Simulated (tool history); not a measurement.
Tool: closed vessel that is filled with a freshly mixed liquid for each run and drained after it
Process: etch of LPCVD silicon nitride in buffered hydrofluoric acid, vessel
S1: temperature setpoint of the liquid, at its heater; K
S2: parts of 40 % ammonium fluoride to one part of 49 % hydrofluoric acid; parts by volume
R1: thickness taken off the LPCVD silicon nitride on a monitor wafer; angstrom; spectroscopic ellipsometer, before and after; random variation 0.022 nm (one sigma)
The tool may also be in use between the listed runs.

run 1 hour=0.0 | S1=293.15 S2=9.0 time_in_the_liquid_(s)=470 | R1=59.980
run 2 hour=3.0 | S1=293.15 S2=7.5 time_in_the_liquid_(s)=470 | R1=73.229
run 3 hour=7.4 | S1=292.65 S2=8.5 time_in_the_liquid_(s)=470 | R1=62.240
run 4 hour=16.5 | S1=292.65 S2=8.5 time_in_the_liquid_(s)=365 | R1=48.446
run 5 hour=18.6 | S1=292.15 S2=8.5 time_in_the_liquid_(s)=365 | R1=46.716
run 6 hour=26.6 | S1=292.15 S2=6.5 time_in_the_liquid_(s)=365 | R1=61.872
run 7 hour=35.9 | S1=291.65 S2=7.0 time_in_the_liquid_(s)=365 | R1=56.158
run 8 hour=42.7 | S1=291.15 S2=7.5 time_in_the_liquid_(s)=365 | R1=50.994

The next listed run, before its measurement:
run 9 hour=48.9 | S1=291.15 S2=8.0 time_in_the_liquid_(s)=365 | R1=?

{"run 9": {"R1": 47.227}}
